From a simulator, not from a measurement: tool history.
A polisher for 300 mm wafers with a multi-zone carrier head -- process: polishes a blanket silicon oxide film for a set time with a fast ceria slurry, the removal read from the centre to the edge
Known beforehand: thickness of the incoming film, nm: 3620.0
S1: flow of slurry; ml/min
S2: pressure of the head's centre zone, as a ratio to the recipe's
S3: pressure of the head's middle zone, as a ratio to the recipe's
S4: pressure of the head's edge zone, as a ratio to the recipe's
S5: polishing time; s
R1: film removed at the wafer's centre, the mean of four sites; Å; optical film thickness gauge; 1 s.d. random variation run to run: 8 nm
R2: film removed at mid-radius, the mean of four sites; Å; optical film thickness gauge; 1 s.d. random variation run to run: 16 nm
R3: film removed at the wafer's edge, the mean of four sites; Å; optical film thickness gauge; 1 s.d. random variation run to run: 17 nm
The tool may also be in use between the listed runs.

run 1 hour=0.0 | S1=205 S2=1.00 S3=1.00 S4=1.00 S5=63 | R1=15629 R2=15282 R3=15575
run 2 hour=7.3 | S1=200 S2=0.98 S3=0.98 S4=0.97 S5=61 | R1=14542 R2=14275 R3=15070
run 3 hour=9.9 | S1=200 S2=0.98 S3=0.98 S4=1.05 S5=61 | R1=14735 R2=14475 R3=15601
run 4 hour=14.9 | S1=200 S2=0.98 S3=0.98 S4=1.01 S5=61 | R1=14578 R2=14645 R3=15039
run 5 hour=18.8 | S1=200 S2=0.98 S3=0.98 S4=1.01 S5=69 | R1=16701 R2=16220 R3=17363
run 6 hour=25.1 | S1=200 S2=0.98 S3=0.98 S4=1.01 S5=78 | R1=18638 R2=18902 R3=19348
run 7 hour=30.5 | S1=200 S2=0.97 S3=0.98 S4=0.98 S5=71 | R1=16878 R2=16583 R3=17695
run 8 hour=37.1 | S1=200 S2=0.97 S3=0.98 S4=0.97 S5=66 | R1=15634 R2=15687 R3=16405
run 9 hour=43.4 | S1=200 S2=0.97 S3=0.98 S4=0.97 S5=62 | R1=14704 R2=14854 R3=15292
run 10 hour=50.8 | S1=200 S2=0.97 S3=0.97 S4=0.96 S5=59 | R1=14092 R2=13824 R3=14161
run 11 hour=58.6 | S1=195 S2=0.95 S3=0.95 S4=0.94 S5=58 | R1=13504 R2=12991 R3=13883
run 12 hour=61.9 | S1=175 S2=0.91 S3=0.97 S4=0.84 S5=53 | R1=11541 R2=12173 R3=12183

Estimate the outcome of run 13 from the log above:
run 13 hour=68.7 | S1=180 S2=0.91 S3=0.96 S4=0.85 S5=53 | R1=? R2=? R3=?

Run 13 yielded R1 11480 Å, R2 12172 Å, R3 12479 Å.
